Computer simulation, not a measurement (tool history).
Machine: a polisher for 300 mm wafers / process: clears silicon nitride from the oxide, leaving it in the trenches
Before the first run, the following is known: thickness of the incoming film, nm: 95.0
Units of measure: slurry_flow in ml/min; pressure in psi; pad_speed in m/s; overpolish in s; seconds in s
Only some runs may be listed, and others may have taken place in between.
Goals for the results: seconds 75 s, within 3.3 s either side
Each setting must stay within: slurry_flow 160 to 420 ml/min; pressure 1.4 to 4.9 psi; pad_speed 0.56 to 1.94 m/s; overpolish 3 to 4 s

run,hour,slurry_flow,pressure,pad_speed,overpolish,seconds
1,0,270,3.1,1.24,4,102.07
2,3.6,270,2.8,1.24,4,111.19
3,5,270,3.2,1.26,4,96.935
4,12,235,3.2,1.26,4,99.839
5,19.4,235,3.8,1.26,4,85.959
# hour 28: head pressure recalibrated
6,28,210,3.8,1.26,4,78.282
7,33.1,205,3.8,1.26,4,78.615
8,36.9,200,3.8,1.26,4,78.342
9,40.7,195,3.8,1.26,4,80.096

Which one of the following 4 next-run settings gets every result inside its allowed miss? There is exactly one.
A,44.5,165,3.9,1.12,3,?
B,44.5,255,3.1,1.52,4,?
C,44.5,160,3.4,1.34,4,?
D,44.5,175,3.9,1.14,4,?

move,seconds
A,88.463
B,75.428
C,84.562
D,86.015
A: its largest miss is bigger than the last run's
B: every result within its allowed miss
C: its largest miss is bigger than the last run's
D: its largest miss is bigger than the last run's
Answer: B

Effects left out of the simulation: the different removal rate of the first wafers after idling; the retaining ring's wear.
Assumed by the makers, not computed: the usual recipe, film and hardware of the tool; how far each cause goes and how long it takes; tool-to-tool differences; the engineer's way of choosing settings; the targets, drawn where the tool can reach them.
